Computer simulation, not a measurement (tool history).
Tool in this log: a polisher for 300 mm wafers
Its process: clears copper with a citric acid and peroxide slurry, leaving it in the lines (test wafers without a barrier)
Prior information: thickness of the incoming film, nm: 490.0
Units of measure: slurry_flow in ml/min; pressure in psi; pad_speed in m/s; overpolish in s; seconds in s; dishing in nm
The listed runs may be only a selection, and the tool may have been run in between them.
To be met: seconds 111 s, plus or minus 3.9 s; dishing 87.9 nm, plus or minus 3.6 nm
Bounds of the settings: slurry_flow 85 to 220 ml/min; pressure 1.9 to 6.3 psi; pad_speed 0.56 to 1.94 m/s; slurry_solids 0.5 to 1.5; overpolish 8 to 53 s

run	hour	slurry_flow	pressure	pad_speed	slurry_solids	overpolish	seconds	dishing
1	0	140	4.1	1.24	1	27	123.3	73.123
2	2.1	145	4.2	1.24	1	28	117.85	76.225
3	6.1	145	4.2	1.24	1	19	117.05	54.243
4	7.4	145	4.6	1.24	1	19	108.61	60.151
5	13.8	135	4.7	1.22	1	22	109.41	66.017
6	22	135	4.7	1.22	1.2	22	107.22	67.751
7	25.2	130	4.7	1.22	1.2	24	107.28	73.365
8	31.4	125	4.7	1.22	1.2	26	108.22	76.826
9	34.2	125	4.7	1.22	1.2	27	107.93	80.108
10	41.2	125	4.7	1.22	1.2	28	106.93	82.796
11	44.1	120	4.7	1.22	1.2	29	106.63	82.803

Exercise: of the 5 proposed moves below, exactly one satisfies all targets within the stated allowed misses. Which move is it?
A	47	175	4.9	1.04	1.25	31	?	?
B	47	175	5.6	1.04	1.3	27	?	?
C	47	125	5	1.18	1.25	31	?	?
D	47	130	4.5	1.08	1.2	31	?	?
E	47	120	5.1	1.08	1.25	28	?	?

move	seconds	dishing
A	111.18	85.24
B	96.874	85.979
C	103.17	90.506
D	124.19	77.545
E	111.12	78.782
A: every result within its allowed miss
B: brings the result that was furthest off to its target, and leaves another outside
C: brings the result that was furthest off to its target, and leaves another outside
D: moves away from the targets compared with the last run
E: moves away from the targets compared with the last run
The right move is A.
